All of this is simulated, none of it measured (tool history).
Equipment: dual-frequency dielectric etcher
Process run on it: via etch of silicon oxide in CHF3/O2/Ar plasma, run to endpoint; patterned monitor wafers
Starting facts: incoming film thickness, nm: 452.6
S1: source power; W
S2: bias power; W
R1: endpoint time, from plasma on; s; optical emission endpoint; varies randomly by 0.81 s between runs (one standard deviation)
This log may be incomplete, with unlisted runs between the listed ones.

run  hour   S1   S2      R1
  1     0  470  220  210.12
  2   7.8  500  223   205.6
  3     9  500  238  201.19
  4  14.3  500  219  208.91
  5  23.1  500  186  220.61
  6  28.3  440  186   227.2
  7  37.1  540  230  199.01
  8    41  560  233  197.38

Run 9 comes next. What will it give?
  9    47  570  238   ?

{"run 9": {"R1": 194}}
